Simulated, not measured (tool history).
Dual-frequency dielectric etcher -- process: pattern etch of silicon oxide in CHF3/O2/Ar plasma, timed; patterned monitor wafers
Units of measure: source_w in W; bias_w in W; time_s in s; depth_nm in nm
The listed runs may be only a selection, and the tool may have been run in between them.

run 1 hour=0.0 | source_w=680 bias_w=217 time_s=543.5 | depth_nm=1130.30
run 2 hour=6.5 | source_w=680 bias_w=217 time_s=568.5 | depth_nm=1171.70
run 3 hour=14.9 | source_w=680 bias_w=217 time_s=568.5 | depth_nm=1172.60
run 4 hour=20.2 | source_w=650 bias_w=214 time_s=568.0 | depth_nm=1152.90
run 5 hour=24.1 | source_w=720 bias_w=214 time_s=568.0 | depth_nm=1199.10
run 6 hour=32.3 | source_w=690 bias_w=211 time_s=567.5 | depth_nm=1164.40
run 7 hour=38.4 | source_w=660 bias_w=209 time_s=567.0 | depth_nm=1150.30

Predict the results of run 8:
run 8 hour=40.9 | source_w=520 bias_w=169 time_s=559.5 | depth_nm=?

depth_nm: 980.94 nm
